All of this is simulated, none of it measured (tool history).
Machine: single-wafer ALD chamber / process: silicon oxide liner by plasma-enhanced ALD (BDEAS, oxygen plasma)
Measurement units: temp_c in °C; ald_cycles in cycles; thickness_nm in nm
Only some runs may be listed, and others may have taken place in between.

run    day  temp_c  ald_cycles  thickness_nm
  1      0     320          26        2.0873
  2  0.208     320          29        2.3278
  3   0.45     326          29         2.355
  4   0.55     326          31        2.4911
  5  0.592     326          27         2.199
  6  0.746     334          27        2.1457
  7  0.788     335          25        1.9683
  8  1.158     335          24        1.9055

Run 9 has not been measured yet. What should we expect?
  9  1.508     335          23             ?

{"run 9": {"thickness_nm": 1.8206}}
